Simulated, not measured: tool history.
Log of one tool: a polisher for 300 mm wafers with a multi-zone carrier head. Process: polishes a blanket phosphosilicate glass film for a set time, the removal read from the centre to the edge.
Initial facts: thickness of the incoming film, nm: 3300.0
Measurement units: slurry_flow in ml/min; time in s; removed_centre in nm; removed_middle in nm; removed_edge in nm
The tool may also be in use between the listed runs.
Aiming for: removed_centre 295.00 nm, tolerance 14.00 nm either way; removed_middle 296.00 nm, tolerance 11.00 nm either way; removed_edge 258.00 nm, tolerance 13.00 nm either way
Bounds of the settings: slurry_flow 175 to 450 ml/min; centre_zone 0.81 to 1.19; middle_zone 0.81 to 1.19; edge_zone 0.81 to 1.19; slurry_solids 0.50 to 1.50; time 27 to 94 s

Run 1, hour 0.0: slurry_flow 290 ml/min, centre_zone 1.00, middle_zone 1.00, edge_zone 1.00, slurry_solids 1.00, time 60 s. Result: removed_centre 509.01 nm, removed_middle 573.28 nm, removed_edge 569.80 nm.
Run 2, hour 7.2: slurry_flow 295 ml/min, centre_zone 1.03, middle_zone 1.01, edge_zone 0.97, slurry_solids 0.90, time 54 s. Result: removed_centre 434.41 nm, removed_middle 490.30 nm, removed_edge 463.77 nm.
Run 3, hour 9.2: slurry_flow 295 ml/min, centre_zone 1.03, middle_zone 1.08, edge_zone 0.97, slurry_solids 0.90, time 54 s. Result: removed_centre 438.52 nm, removed_middle 512.39 nm, removed_edge 458.99 nm.
Run 4, hour 13.3: slurry_flow 295 ml/min, centre_zone 1.06, middle_zone 1.06, edge_zone 0.95, slurry_solids 0.80, time 51 s. Result: removed_centre 390.58 nm, removed_middle 446.08 nm, removed_edge 408.87 nm.
Run 5, hour 15.8: slurry_flow 320 ml/min, centre_zone 1.09, middle_zone 1.05, edge_zone 0.92, slurry_solids 0.75, time 48 s. Result: removed_centre 367.67 nm, removed_middle 401.51 nm, removed_edge 365.71 nm.
Run 6, hour 20.9: slurry_flow 270 ml/min, centre_zone 1.09, middle_zone 1.05, edge_zone 0.92, slurry_solids 0.75, time 48 s. Result: removed_centre 370.90 nm, removed_middle 391.47 nm, removed_edge 361.56 nm.
Run 7, hour 22.4: slurry_flow 270 ml/min, centre_zone 1.10, middle_zone 1.06, edge_zone 0.90, slurry_solids 0.70, time 47 s. Result: removed_centre 339.72 nm, removed_middle 374.22 nm, removed_edge 332.49 nm.
At hour 26.6: centre zone pressure recalibrated.
Run 8, hour 26.6: slurry_flow 265 ml/min, centre_zone 1.12, middle_zone 1.05, edge_zone 0.88, slurry_solids 0.65, time 47 s. Result: removed_centre 368.73 nm, removed_middle 357.14 nm, removed_edge 302.66 nm.
Run 9, hour 33.7: slurry_flow 255 ml/min, centre_zone 1.02, middle_zone 0.97, edge_zone 0.83, slurry_solids 0.50, time 43 s. Result: removed_centre 239.51 nm, removed_middle 243.44 nm, removed_edge 220.90 nm.
Run 10, hour 40.9: slurry_flow 270 ml/min, centre_zone 1.04, middle_zone 0.99, edge_zone 0.84, slurry_solids 0.50, time 43 s. Result: removed_centre 244.09 nm, removed_middle 241.13 nm, removed_edge 224.11 nm.
Run 11, hour 44.8: slurry_flow 265 ml/min, centre_zone 1.06, middle_zone 1.01, edge_zone 0.85, slurry_solids 0.50, time 43 s. Result: removed_centre 254.81 nm, removed_middle 250.32 nm, removed_edge 227.96 nm.
Run 12, hour 49.6: slurry_flow 265 ml/min, centre_zone 1.08, middle_zone 1.03, edge_zone 0.86, slurry_solids 0.50, time 43 s. Result: removed_centre 256.68 nm, removed_middle 252.74 nm, removed_edge 231.52 nm.
Run 13, hour 50.7: slurry_flow 285 ml/min, centre_zone 1.17, middle_zone 1.13, edge_zone 0.87, slurry_solids 0.70, time 44 s. Result: removed_centre 371.29 nm, removed_middle 368.68 nm, removed_edge 304.82 nm.
Run 14, hour 53.3: slurry_flow 280 ml/min, centre_zone 1.15, middle_zone 1.11, edge_zone 0.86, slurry_solids 0.70, time 44 s. Result: removed_centre 357.79 nm, removed_middle 365.41 nm, removed_edge 311.39 nm.
Run 15, hour 55.4: slurry_flow 275 ml/min, centre_zone 1.14, middle_zone 1.10, edge_zone 0.85, slurry_solids 0.65, time 44 s. Result: removed_centre 334.14 nm, removed_middle 339.74 nm, removed_edge 283.86 nm.

Exercise: of the 4 proposed moves below, exactly one satisfies all targets within the stated allowed misses. Which move is it?
Run A, hour 57.5: slurry_flow 265 ml/min, centre_zone 1.12, middle_zone 1.08, edge_zone 0.89, slurry_solids 1.05, time 29 s. Result: removed_centre ?, removed_middle ?, removed_edge ?.
Run B, hour 57.5: slurry_flow 200 ml/min, centre_zone 1.05, middle_zone 1.10, edge_zone 1.04, slurry_solids 0.55, time 42 s. Result: removed_centre ?, removed_middle ?, removed_edge ?.
Run C, hour 57.5: slurry_flow 345 ml/min, centre_zone 1.15, middle_zone 1.03, edge_zone 0.96, slurry_solids 0.85, time 31 s. Result: removed_centre ?, removed_middle ?, removed_edge ?.
Run D, hour 57.5: slurry_flow 270 ml/min, centre_zone 1.06, middle_zone 1.19, edge_zone 0.90, slurry_solids 0.70, time 43 s. Result: removed_centre ?, removed_middle ?, removed_edge ?.

move  removed_centre  removed_middle  removed_edge
   A          289.67          299.58        256.81
   B          249.11          277.33        253.73
   C          288.64          279.66        257.37
   D          321.77          378.73        299.56
A: every result lands within tolerance
B: pushes the last run's worst result past its target
C: pushes the last run's worst result past its target
D: the biggest miss grows against the last run
The move that meets every target is A.

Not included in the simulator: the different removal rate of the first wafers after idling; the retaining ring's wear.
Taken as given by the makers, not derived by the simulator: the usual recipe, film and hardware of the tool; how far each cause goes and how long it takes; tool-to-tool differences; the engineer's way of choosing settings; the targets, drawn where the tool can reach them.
